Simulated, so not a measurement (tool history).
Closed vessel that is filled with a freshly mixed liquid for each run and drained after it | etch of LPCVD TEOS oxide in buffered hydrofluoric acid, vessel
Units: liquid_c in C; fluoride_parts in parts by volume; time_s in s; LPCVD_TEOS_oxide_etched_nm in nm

run,hour,liquid_c,fluoride_parts,time_s,LPCVD_TEOS_oxide_etched_nm
1,0,21,17.5,30,41.137
2,2.4,22.5,17.5,30,45.072
3,11,23,16.5,30,48.141
4,13.3,23.5,15.5,30,53.712
5,15.5,24.5,15.5,30,57.48
6,20.2,26,15.5,30,61.848
7,21.4,26.5,15,30,65.713
8,29.1,27,14.5,30,69.387
9,36.7,27,14,30,71.617

Run 10 comes next. What will it give?
10,41,27,13.5,30,?

{"run 10": {"LPCVD_TEOS_oxide_etched_nm": 74.294}}

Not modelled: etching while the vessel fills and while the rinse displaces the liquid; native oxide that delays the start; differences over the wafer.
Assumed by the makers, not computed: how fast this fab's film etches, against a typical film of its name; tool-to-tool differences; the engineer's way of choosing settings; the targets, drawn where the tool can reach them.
